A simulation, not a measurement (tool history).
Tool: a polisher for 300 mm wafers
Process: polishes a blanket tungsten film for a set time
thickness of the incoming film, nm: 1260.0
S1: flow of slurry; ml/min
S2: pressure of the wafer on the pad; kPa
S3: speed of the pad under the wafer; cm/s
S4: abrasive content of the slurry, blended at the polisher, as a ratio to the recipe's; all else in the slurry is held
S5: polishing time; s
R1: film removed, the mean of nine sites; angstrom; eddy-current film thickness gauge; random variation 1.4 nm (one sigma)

run,hour,S1,S2,S3,S4,S5,R1
1,0.0,285,23.4,112,1.0,35,1478.7
2,5.5,285,23.4,112,1.2,35,1555.2
3,11.5,255,23.4,112,1.2,35,1574.3
4,19.7,210,23.4,112,1.2,35,1504.4
5,22.1,210,23.4,112,1.1,35,1493.7
6,30.1,210,28.3,112,1.1,35,1788.4
7,36.2,210,25.5,110,1.1,35,1557.6

The next listed run, before its measurement:
8,41.5,210,23.4,110,1.1,35,?

Run 8 gave R1 1429.8 angstrom.

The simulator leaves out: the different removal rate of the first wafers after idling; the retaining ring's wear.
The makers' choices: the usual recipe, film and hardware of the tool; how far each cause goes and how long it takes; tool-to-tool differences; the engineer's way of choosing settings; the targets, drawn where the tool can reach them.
